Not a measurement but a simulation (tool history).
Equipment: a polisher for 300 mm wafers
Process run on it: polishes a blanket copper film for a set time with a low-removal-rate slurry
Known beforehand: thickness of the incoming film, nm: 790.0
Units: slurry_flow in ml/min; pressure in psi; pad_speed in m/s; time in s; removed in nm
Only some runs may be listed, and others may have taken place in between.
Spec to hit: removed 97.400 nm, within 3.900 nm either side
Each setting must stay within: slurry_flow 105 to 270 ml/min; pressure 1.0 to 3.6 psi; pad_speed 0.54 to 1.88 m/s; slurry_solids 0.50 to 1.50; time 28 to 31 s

| run | hour | slurry_flow | pressure | pad_speed | slurry_solids | time | removed |
|---|---|---|---|---|---|---|---|
| 1 | 0.0 | 175 | 2.3 | 1.20 | 1.00 | 31 | 71.948 |
| 2 | 8.8 | 175 | 2.3 | 1.20 | 0.90 | 31 | 70.046 |
| 3 | 16.7 | 175 | 2.3 | 1.20 | 1.05 | 31 | 74.479 |
| 4 | 21.4 | 140 | 2.3 | 1.20 | 1.05 | 31 | 70.558 |
| 5 | 29.4 | 140 | 2.3 | 1.02 | 1.05 | 31 | 63.728 |
| 6 | 31.5 | 140 | 2.3 | 0.72 | 1.05 | 31 | 50.441 |
| 7 | 34.8 | 140 | 2.7 | 0.76 | 1.05 | 31 | 59.286 |
| 8 | 40.8 | 140 | 3.0 | 0.84 | 1.05 | 31 | 68.630 |
| 9 | 48.3 | 145 | 3.2 | 0.90 | 1.05 | 31 | 75.372 |
| 10 | 57.2 | 145 | 3.3 | 0.96 | 1.05 | 31 | 82.722 |
| 11 | 57.7 | 145 | 3.3 | 0.96 | 1.05 | 31 | 81.670 |
| 12 | 63.2 | 155 | 3.6 | 1.02 | 1.05 | 31 | 93.013 |

Next run, 5 choices. One meets every target within its allowed miss, the rest don't. Which?
| A | 68.7 | 150 | 3.6 | 0.88 | 1.20 | 31 | ? |
| B | 68.7 | 185 | 3.4 | 1.34 | 0.95 | 28 | ? |
| C | 68.7 | 180 | 3.1 | 1.04 | 1.30 | 31 | ? |
| D | 68.7 | 155 | 3.6 | 0.88 | 1.30 | 31 | ? |
| E | 68.7 | 140 | 3.4 | 1.06 | 1.05 | 30 | ? |

| move | removed |
|---|---|
| A | 84.195 |
| B | 96.953 |
| C | 86.916 |
| D | 86.027 |
| E | 85.399 |
A: its largest miss is bigger than the last run's
B: every result within its allowed miss
C: its largest miss is bigger than the last run's
D: its largest miss is bigger than the last run's
E: its largest miss is bigger than the last run's
The right move is B.
